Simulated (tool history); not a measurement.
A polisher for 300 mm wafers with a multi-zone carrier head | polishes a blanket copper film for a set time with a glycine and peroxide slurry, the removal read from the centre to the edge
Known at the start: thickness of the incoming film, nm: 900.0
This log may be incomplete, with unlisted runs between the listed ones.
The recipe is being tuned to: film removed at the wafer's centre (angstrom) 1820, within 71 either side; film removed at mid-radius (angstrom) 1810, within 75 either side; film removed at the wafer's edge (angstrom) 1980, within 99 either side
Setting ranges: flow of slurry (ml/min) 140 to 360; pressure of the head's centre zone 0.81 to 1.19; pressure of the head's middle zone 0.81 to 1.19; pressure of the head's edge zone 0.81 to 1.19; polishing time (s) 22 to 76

run	hour	flow of slurry (ml/min)	pressure of the head's centre zone	pressure of the head's middle zone	pressure of the head's edge zone	polishing time (s)	film removed at the wafer's centre (angstrom)	film removed at mid-radius (angstrom)	film removed at the wafer's edge (angstrom)
1	0	230	1	1	1	49	2647.9	2928.8	2750.5
2	1.3	255	1	1	1	49	2628.7	2980.1	2810.2
3	10	255	1	1	0.95	49	2631.9	2914.4	2733.9
4	10.5	250	0.98	0.96	0.93	46	2426.8	2657.8	2528.4
5	18.6	245	0.97	0.93	0.94	43	2247.3	2417.9	2400.5
6	26.1	240	0.96	0.9	0.93	41	2111.4	2262.1	2227.8
7	31.3	240	0.96	0.88	0.95	39	2019.2	2094.5	2157.1
8	33.9	235	0.95	0.86	0.95	38	1894.6	1997.5	2139.5
9	40.9	230	0.95	0.85	0.94	38	1931.5	1997.4	2101.8
10	46	230	0.95	0.84	0.94	37	1897.4	1970.4	2039.1

Exercise: of the 5 proposed moves below, exactly one satisfies all targets within the stated allowed misses. Which move is it?
A	51.1	260	0.95	0.81	0.95	35	?	?	?
B	51.1	180	0.91	0.96	0.86	40	?	?	?
C	51.1	285	0.93	0.97	0.88	35	?	?	?
D	51.1	180	1.02	0.93	0.81	40	?	?	?
E	51.1	275	0.87	0.85	0.95	37	?	?	?

move	film removed at the wafer's centre (angstrom)	film removed at mid-radius (angstrom)	film removed at the wafer's edge (angstrom)
A	1774.8	1802.6	1940.5
B	1853.7	2221.5	2033.8
C	1769.5	2089.2	1886.2
D	2015.1	2167	1982.9
E	1773.9	1989	2060.5
A: every result within its allowed miss
B: misses by more than the last run did
C: misses by more than the last run did
D: misses by more than the last run did
E: misses by more than the last run did
A is the move that brings every result within its allowed miss.
